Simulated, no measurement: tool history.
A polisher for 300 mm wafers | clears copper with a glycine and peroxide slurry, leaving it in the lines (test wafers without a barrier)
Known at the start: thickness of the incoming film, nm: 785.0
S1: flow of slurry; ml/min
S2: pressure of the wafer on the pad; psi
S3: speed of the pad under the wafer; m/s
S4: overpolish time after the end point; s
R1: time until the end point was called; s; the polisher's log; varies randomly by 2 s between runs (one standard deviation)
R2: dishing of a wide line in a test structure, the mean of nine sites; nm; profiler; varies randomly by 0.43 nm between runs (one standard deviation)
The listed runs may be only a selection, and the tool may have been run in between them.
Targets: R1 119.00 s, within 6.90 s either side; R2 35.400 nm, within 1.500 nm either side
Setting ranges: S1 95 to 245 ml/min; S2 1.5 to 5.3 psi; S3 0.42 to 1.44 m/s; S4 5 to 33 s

run  hour   S1   S2    S3  S4      R1      R2
  1   0.0  155  3.4  0.92  17  109.70  68.947
  2   1.2  155  3.4  0.92  24  108.77  90.508
  3   9.9  150  3.3  0.94  22  112.63  82.109
  4  15.5  160  3.2  0.96  20  110.79  77.986
  5  24.1  155  3.3  0.92  18  112.80  71.761
  6  33.1  155  3.3  0.76  18  130.51  64.279
  7  37.7  180  3.0  0.84  10  125.40  40.670
  8  46.1  200  3.0  0.88   7  119.34  31.153
  9  49.0  195  3.0  0.88   7  116.60  31.347
 10  51.6  190  3.0  0.88   7  117.34  30.579

4 next moves are on the table. One of them brings every result within its allowed miss. Which?
  A  54.2  205  2.8  0.90   7   ?   ?
  B  54.2  215  3.3  0.68   8   ?   ?
  C  54.2  215  2.8  0.94   8   ?   ?
  D  54.2  155  3.0  0.78   8   ?   ?

move      R1      R2
   A  123.88  30.419
   B  138.01  31.340
   C  118.86  35.485
   D  138.55  31.120
A: neither nearer nor further off than the last run
B: closes in on the targets versus the last run, not all within tolerance yet
C: meets every target
D: closes in on the targets versus the last run, not all within tolerance yet
The right move is C.

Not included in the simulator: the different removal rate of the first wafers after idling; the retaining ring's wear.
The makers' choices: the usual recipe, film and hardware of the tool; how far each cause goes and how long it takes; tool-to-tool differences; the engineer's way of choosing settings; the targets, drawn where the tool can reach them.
